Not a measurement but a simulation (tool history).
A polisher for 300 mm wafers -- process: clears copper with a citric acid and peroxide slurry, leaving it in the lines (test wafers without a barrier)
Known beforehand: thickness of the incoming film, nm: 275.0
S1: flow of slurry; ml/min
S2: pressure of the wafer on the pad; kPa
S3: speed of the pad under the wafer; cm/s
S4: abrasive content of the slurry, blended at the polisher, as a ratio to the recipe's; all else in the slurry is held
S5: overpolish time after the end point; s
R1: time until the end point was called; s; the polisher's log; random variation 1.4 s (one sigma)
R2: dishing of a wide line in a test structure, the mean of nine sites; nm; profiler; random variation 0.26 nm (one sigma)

run	hour	S1	S2	S3	S4	S5	R1	R2
1	0.0	290	23.4	138	1.0	22	78.697	42.475
2	3.4	290	20.7	138	1.0	22	88.183	39.399
3	8.1	290	20.7	138	0.9	22	92.085	38.453
4	10.4	290	20.0	138	0.9	19	93.310	34.771
5	17.3	290	20.0	118	0.9	19	106.290	32.613
6	20.6	290	23.4	118	0.9	19	89.699	35.741
7	26.6	290	22.8	118	0.9	17	93.912	32.711
8	31.2	290	18.6	120	0.9	10	110.080	18.807

Run 9 has not been measured yet. What should we expect?
9	33.3	290	22.1	102	0.9	15	?	?

Run 9 produced R1 106.960 s, R2 27.529 nm.
